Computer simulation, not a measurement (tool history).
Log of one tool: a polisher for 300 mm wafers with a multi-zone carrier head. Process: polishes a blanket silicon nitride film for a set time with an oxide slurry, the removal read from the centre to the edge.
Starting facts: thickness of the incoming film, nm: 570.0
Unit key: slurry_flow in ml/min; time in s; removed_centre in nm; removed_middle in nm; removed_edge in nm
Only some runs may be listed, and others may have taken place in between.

{"run": 1, "hour": 0.0, "slurry_flow": 250, "centre_zone": 1, "middle_zone": 1, "edge_zone": 1, "slurry_solids": 1, "time": 65, "removed_centre": 53.601, "removed_middle": 52.015, "removed_edge": 54.403}
{"run": 2, "hour": 3.2, "slurry_flow": 255, "centre_zone": 1.01, "middle_zone": 1.03, "edge_zone": 1.03, "slurry_solids": 1.1, "time": 65, "removed_centre": 56.551, "removed_middle": 57.91, "removed_edge": 57.815}
{"run": 3, "hour": 8.0, "slurry_flow": 255, "centre_zone": 1.01, "middle_zone": 1.03, "edge_zone": 1.03, "slurry_solids": 1.1, "time": 49, "removed_centre": 42.973, "removed_middle": 42.622, "removed_edge": 44.521}
{"run": 4, "hour": 13.5, "slurry_flow": 255, "centre_zone": 1.01, "middle_zone": 1.07, "edge_zone": 1.03, "slurry_solids": 1.1, "time": 49, "removed_centre": 43.229, "removed_middle": 44.265, "removed_edge": 43.856}
{"run": 5, "hour": 16.7, "slurry_flow": 255, "centre_zone": 1.05, "middle_zone": 1.07, "edge_zone": 1.03, "slurry_solids": 1.1, "time": 49, "removed_centre": 45.051, "removed_middle": 44.781, "removed_edge": 43.597}
{"run": 6, "hour": 24.5, "slurry_flow": 255, "centre_zone": 1.05, "middle_zone": 1.03, "edge_zone": 1.03, "slurry_solids": 1.1, "time": 49, "removed_centre": 44.287, "removed_middle": 42.851, "removed_edge": 43.943}
{"run": 7, "hour": 30.2, "slurry_flow": 260, "centre_zone": 1.06, "middle_zone": 1.03, "edge_zone": 1.05, "slurry_solids": 1.2, "time": 52, "removed_centre": 50.604, "removed_middle": 47.08, "removed_edge": 49.801}
{"run": 8, "hour": 32.3, "slurry_flow": 310, "centre_zone": 1.05, "middle_zone": 1.13, "edge_zone": 1.14, "slurry_solids": 1.45, "time": 62, "removed_centre": 63.803, "removed_middle": 66.983, "removed_edge": 65.866}
{"run": 9, "hour": 35.6, "slurry_flow": 310, "centre_zone": 1.06, "middle_zone": 1.13, "edge_zone": 1.15, "slurry_solids": 1.45, "time": 63, "removed_centre": 64.437, "removed_middle": 67.597, "removed_edge": 68.106}
{"run": 10, "hour": 41.6, "slurry_flow": 315, "centre_zone": 1.07, "middle_zone": 1.14, "edge_zone": 1.15, "slurry_solids": 1.45, "time": 63, "removed_centre": 67.344, "removed_middle": 68.932, "removed_edge": 67.065}

Estimate the outcome of run 11 from the log above:
{"run": 11, "hour": 44.1, "slurry_flow": 320, "centre_zone": 1.07, "middle_zone": 1.14, "edge_zone": 1.16, "slurry_solids": 1.45, "time": 63, "removed_centre": "?", "removed_middle": "?", "removed_edge": "?"}

{"run 11": {"removed_centre": 67.228, "removed_middle": 69.665, "removed_edge": 68.941}}
